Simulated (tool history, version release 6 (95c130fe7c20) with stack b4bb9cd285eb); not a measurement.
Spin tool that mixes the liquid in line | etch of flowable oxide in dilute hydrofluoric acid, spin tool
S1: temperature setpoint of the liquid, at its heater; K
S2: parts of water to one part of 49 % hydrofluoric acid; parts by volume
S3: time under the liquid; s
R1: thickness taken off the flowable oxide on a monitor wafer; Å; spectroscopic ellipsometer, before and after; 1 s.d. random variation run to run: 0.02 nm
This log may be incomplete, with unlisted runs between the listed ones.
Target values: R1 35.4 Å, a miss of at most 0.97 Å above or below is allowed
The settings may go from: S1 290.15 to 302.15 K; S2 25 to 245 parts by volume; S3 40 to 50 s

{"run": 1, "hour": 0.0, "S1": 294.15, "S2": 135, "S3": 50, "R1": 76.212}
{"run": 2, "hour": 2.8, "S1": 293.65, "S2": 145, "S3": 50, "R1": 69.034}
{"run": 3, "hour": 9.8, "S1": 293.65, "S2": 190, "S3": 50, "R1": 49.756}
{"run": 4, "hour": 15.5, "S1": 290.65, "S2": 190, "S3": 50, "R1": 43.96}
{"run": 5, "hour": 24.1, "S1": 290.65, "S2": 195, "S3": 50, "R1": 43.466}
{"run": 6, "hour": 27.4, "S1": 290.15, "S2": 195, "S3": 50, "R1": 42.15}
{"run": 7, "hour": 29.8, "S1": 290.15, "S2": 200, "S3": 50, "R1": 41.284}
{"run": 8, "hour": 35.9, "S1": 290.15, "S2": 205, "S3": 50, "R1": 39.792}
{"run": 9, "hour": 39.1, "S1": 290.15, "S2": 210, "S3": 50, "R1": 38.666}
{"run": 10, "hour": 41.3, "S1": 290.15, "S2": 210, "S3": 50, "R1": 38.861}
{"run": 11, "hour": 48.4, "S1": 290.15, "S2": 220, "S3": 50, "R1": 36.7}
{"run": 12, "hour": 49.0, "S1": 290.15, "S2": 220, "S3": 50, "R1": 36.523}

5 candidate next runs follow, results not yet known. Just one meets every target within its allowed miss. Identify it.
{"run": "A", "hour": 49.6, "S1": 291.65, "S2": 225, "S3": 50, "R1": "?"}
{"run": "B", "hour": 49.6, "S1": 290.15, "S2": 210, "S3": 50, "R1": "?"}
{"run": "C", "hour": 49.6, "S1": 290.15, "S2": 215, "S3": 50, "R1": "?"}
{"run": "D", "hour": 49.6, "S1": 291.15, "S2": 235, "S3": 50, "R1": "?"}
{"run": "E", "hour": 49.6, "S1": 292.65, "S2": 210, "S3": 45, "R1": "?"}

move=A R1=37.488
move=B R1=38.396
move=C R1=37.334
move=D R1=34.884
move=E R1=38.108
A: its largest miss is bigger than the last run's
B: its largest miss is bigger than the last run's
C: its largest miss is bigger than the last run's
D: all results in spec
E: its largest miss is bigger than the last run's
Answer: D
